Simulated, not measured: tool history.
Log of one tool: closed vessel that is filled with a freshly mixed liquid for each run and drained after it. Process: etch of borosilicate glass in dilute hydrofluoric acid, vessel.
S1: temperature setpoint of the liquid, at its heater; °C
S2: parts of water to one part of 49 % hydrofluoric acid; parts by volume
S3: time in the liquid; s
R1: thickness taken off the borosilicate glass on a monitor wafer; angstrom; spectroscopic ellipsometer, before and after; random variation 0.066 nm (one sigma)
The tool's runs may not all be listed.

run	hour	S1	S2	S3	R1
1	0.0	21.0	185	115	137.78
2	8.5	19.0	185	115	128.46
3	10.2	19.0	185	115	128.80
4	17.0	19.0	220	115	103.50
5	23.0	21.0	220	115	111.45
6	29.5	22.5	210	115	124.60
7	35.5	22.5	210	115	124.51

Forecast run 8:
# hour 44.4: thermometer replaced
8	44.4	23.5	205	115	?

{"run 8": {"R1": 124.1}}
